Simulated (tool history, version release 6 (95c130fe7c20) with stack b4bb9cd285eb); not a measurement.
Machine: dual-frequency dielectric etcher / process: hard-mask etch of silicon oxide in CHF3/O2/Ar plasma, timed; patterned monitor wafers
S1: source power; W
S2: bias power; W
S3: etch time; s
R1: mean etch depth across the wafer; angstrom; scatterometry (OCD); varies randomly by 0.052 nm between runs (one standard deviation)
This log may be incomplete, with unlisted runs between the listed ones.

run  hour    S1   S2  S3      R1
  1     0   790  199  10   220.2
  2     6   680  199  10  209.41
  3  11.4   680  168  10  200.88
  4  17.7   720  171  10  204.94
  5    23   720  171  10  205.46
  6  29.7   840  171  10  216.48
  7  31.7  1000  191  10  234.82

What will run 8 give?
  8  35.1  1010  192  10   ?

R1: 237.05 angstrom
